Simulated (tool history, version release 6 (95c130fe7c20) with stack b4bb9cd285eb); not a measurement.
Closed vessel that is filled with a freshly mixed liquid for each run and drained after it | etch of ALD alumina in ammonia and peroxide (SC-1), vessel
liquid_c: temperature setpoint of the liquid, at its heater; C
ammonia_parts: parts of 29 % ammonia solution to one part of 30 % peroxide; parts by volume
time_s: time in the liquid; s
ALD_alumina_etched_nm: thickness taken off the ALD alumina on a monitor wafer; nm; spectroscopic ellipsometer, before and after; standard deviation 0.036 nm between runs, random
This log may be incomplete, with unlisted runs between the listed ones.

| run | hour | liquid_c | ammonia_parts | time_s | ALD_alumina_etched_nm |
|---|---|---|---|---|---|
| 1 | 0 | 50 | 0.95 | 105 | 4.7915 |
| 2 | 7.9 | 50 | 0.8 | 105 | 4.7382 |
| 3 | 14.4 | 51 | 0.8 | 105 | 5.0085 |
| 4 | 19.3 | 51.5 | 0.8 | 105 | 5.1149 |
| 5 | 24.8 | 44.5 | 0.8 | 105 | 3.4509 |
| 6 | 32.4 | 46 | 0.8 | 105 | 3.7561 |
| 7 | 37 | 47.5 | 0.8 | 105 | 4.1574 |
| 8 | 45.3 | 55.5 | 0.85 | 105 | 6.411 |

Run 9 is up next; what results do you expect?
| 9 | 50.8 | 56 | 0.85 | 105 | ? |

Run 9 gave ALD_alumina_etched_nm 6.5978 nm.
